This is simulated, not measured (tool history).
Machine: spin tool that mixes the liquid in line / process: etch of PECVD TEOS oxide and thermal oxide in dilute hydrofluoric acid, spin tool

run,hour,temperature setpoint of the liquid (C),parts of water to one part of 49 % hydrofluoric acid (parts by volume),time under the liquid (s),thickness taken off the PECVD TEOS oxide on a monitor wafer (angstrom),thickness taken off the thermal oxide on a monitor wafer (angstrom)
1,0.0,22.0,270,120,82.933,16.6230
2,5.8,21.0,315,120,65.038,12.9200
3,12.3,20.0,350,120,56.055,11.4250
4,18.8,19.5,385,120,48.022,9.3098
5,20.8,22.5,385,120,53.058,10.6520
6,25.2,21.5,410,120,46.763,9.5275
7,32.2,20.5,430,120,42.901,8.7224
8,36.2,19.5,445,120,40.080,7.6881
9,38.0,19.5,445,120,39.684,8.1574

The next listed run, before its measurement:
10,45.5,17.0,485,120,?,?

Run 10 produced thickness taken off the PECVD TEOS oxide on a monitor wafer (angstrom) 32.402, thickness taken off the thermal oxide on a monitor wafer (angstrom) 6.5879.
